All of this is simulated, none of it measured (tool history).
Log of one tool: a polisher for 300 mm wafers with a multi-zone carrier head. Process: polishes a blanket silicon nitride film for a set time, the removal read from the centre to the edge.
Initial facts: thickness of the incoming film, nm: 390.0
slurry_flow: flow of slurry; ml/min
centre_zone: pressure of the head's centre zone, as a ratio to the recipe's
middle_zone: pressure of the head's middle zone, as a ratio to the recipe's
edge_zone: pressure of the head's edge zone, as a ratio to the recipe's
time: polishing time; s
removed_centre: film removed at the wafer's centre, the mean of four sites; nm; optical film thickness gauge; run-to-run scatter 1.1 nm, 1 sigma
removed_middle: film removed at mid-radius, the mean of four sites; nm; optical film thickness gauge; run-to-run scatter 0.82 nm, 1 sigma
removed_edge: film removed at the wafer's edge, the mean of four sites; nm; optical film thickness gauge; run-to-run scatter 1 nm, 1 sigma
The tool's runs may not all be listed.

run 1 hour=0 | slurry_flow=190 centre_zone=1 middle_zone=1 edge_zone=1 time=64 | removed_centre=148.43 removed_middle=150.58 removed_edge=152.42
run 2 hour=3.4 | slurry_flow=185 centre_zone=0.97 middle_zone=1 edge_zone=0.99 time=58 | removed_centre=131.99 removed_middle=134.68 removed_edge=133.67
run 3 hour=10.5 | slurry_flow=175 centre_zone=0.94 middle_zone=1.01 edge_zone=1.03 time=53 | removed_centre=114.83 removed_middle=123.57 removed_edge=122.75
run 4 hour=18.7 | slurry_flow=175 centre_zone=0.98 middle_zone=1.01 edge_zone=1.03 time=53 | removed_centre=119.56 removed_middle=124.14 removed_edge=123.58
run 5 hour=25.2 | slurry_flow=175 centre_zone=0.9 middle_zone=1.01 edge_zone=1.03 time=53 | removed_centre=109.95 removed_middle=120.78 removed_edge=124.23
run 6 hour=28.3 | slurry_flow=175 centre_zone=0.9 middle_zone=0.93 edge_zone=1.03 time=53 | removed_centre=112.26 removed_middle=116.57 removed_edge=125.1
run 7 hour=30.6 | slurry_flow=170 centre_zone=0.88 middle_zone=0.95 edge_zone=1.03 time=50 | removed_centre=100.99 removed_middle=110.25 removed_edge=118.77
run 8 hour=36.8 | slurry_flow=145 centre_zone=0.81 middle_zone=0.99 edge_zone=0.93 time=34 | removed_centre=60.606 removed_middle=74.575 removed_edge=73.363
run 9 hour=37.5 | slurry_flow=160 centre_zone=0.81 middle_zone=0.99 edge_zone=0.95 time=34 | removed_centre=61.373 removed_middle=76.778 removed_edge=77.927

Forecast run 10:
run 10 hour=44.2 | slurry_flow=170 centre_zone=0.82 middle_zone=1 edge_zone=0.95 time=34 | removed_centre=? removed_middle=? removed_edge=?

{"run 10": {"removed_centre": 63.185, "removed_middle": 79.202, "removed_edge": 75.347}}

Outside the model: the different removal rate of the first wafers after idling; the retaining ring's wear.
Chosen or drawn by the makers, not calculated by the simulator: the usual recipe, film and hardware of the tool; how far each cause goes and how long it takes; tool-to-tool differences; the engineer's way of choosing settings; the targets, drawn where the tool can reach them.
